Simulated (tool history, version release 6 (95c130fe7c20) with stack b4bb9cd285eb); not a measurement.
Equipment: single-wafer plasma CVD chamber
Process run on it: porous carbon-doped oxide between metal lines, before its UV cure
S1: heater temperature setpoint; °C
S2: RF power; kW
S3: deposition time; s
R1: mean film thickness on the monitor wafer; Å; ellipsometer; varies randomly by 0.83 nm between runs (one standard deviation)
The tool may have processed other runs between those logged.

run,hour,S1,S2,S3,R1
1,0,295,0.63,24.2,1639
2,0.9,293,0.63,24.2,1644
3,9.2,293,0.575,24.2,1538.8
4,11.9,291,0.585,24.2,1581.1
5,12.8,289,0.595,24.2,1617.4
6,18,287,0.6,24.2,1647.5
7,25.3,285,0.605,24.2,1679.1
8,31.2,284,0.61,24.2,1707.4
9,35.1,283,0.61,24.2,1718.3
10,35.6,283,0.61,24.2,1712.8
11,41.9,282,0.615,24.2,1734.5

What will run 12 give?
12,44.9,281,0.615,24.2,?

R1: 1754.9 Å

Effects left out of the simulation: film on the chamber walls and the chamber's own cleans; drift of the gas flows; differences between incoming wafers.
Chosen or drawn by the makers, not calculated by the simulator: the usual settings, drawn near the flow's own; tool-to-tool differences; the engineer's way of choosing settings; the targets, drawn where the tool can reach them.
